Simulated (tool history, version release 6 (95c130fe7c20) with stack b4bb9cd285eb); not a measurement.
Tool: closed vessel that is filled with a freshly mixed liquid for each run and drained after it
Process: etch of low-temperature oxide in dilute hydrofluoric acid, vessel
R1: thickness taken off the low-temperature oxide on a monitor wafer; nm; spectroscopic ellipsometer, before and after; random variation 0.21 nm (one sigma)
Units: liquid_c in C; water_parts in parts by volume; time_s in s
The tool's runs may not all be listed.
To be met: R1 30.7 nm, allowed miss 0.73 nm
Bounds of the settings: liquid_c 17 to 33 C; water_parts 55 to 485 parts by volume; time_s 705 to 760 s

{"run": 1, "day": 0.0, "liquid_c": 25, "water_parts": 270, "time_s": 705, "R1": 47.142}
{"run": 2, "day": 0.292, "liquid_c": 27.5, "water_parts": 270, "time_s": 705, "R1": 50.991}
{"run": 3, "day": 0.458, "liquid_c": 25.5, "water_parts": 280, "time_s": 705, "R1": 45.375}
{"run": 4, "day": 0.608, "liquid_c": 23.5, "water_parts": 285, "time_s": 705, "R1": 41.147}
{"run": 5, "day": 0.783, "liquid_c": 23.5, "water_parts": 285, "time_s": 760, "R1": 44.933}
{"run": 6, "day": 0.821, "liquid_c": 22, "water_parts": 290, "time_s": 760, "R1": 40.986}
{"run": 7, "day": 0.867, "liquid_c": 21, "water_parts": 295, "time_s": 760, "R1": 38.947}
{"run": 8, "day": 1.146, "liquid_c": 20, "water_parts": 300, "time_s": 760, "R1": 36.543}
{"run": 9, "day": 1.167, "liquid_c": 19.5, "water_parts": 305, "time_s": 760, "R1": 35.413}
{"run": 10, "day": 1.208, "liquid_c": 19, "water_parts": 310, "time_s": 760, "R1": 33.817}

Which of these 4 next moves meets every target?
{"run": "A", "day": 1.25, "liquid_c": 17.5, "water_parts": 310, "time_s": 730, "R1": "?"}
{"run": "B", "day": 1.25, "liquid_c": 21, "water_parts": 320, "time_s": 705, "R1": "?"}
{"run": "C", "day": 1.25, "liquid_c": 18.5, "water_parts": 300, "time_s": 710, "R1": "?"}
{"run": "D", "day": 1.25, "liquid_c": 19.5, "water_parts": 280, "time_s": 760, "R1": "?"}

move=A R1=31.076
move=B R1=32.757
move=C R1=32.696
move=D R1=39.61
A: meets every target
B: nearer than the last run, and not there yet
C: nearer than the last run, and not there yet
D: further off than the last run
Move A is the one to make.
